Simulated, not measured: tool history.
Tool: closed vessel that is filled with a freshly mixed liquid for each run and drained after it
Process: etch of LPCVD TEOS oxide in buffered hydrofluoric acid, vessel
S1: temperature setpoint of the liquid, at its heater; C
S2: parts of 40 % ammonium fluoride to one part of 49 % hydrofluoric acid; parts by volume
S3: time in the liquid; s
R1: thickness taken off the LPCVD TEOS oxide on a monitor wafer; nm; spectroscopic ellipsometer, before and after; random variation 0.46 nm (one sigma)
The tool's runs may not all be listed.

run  hour    S1    S2   S3      R1
  1   0.0  22.0  15.0  100  97.468
  2   0.9  20.5  16.5  100  82.279
  3   9.2  19.0  16.5  100  75.941
  4  15.5  19.0  20.0  100  61.721
  5  18.8  19.0  20.0  110  67.795
  6  23.0  19.0  20.0  110  68.726
  7  30.2  18.5  20.5  110  65.157
  8  32.4  18.0  21.0  110  63.443
  9  39.2  17.5  21.5  110  59.424

Run 10 comes next. What will it give?
 10  47.4  17.5  22.0  110   ?

Run 10 gave R1 58.827 nm.
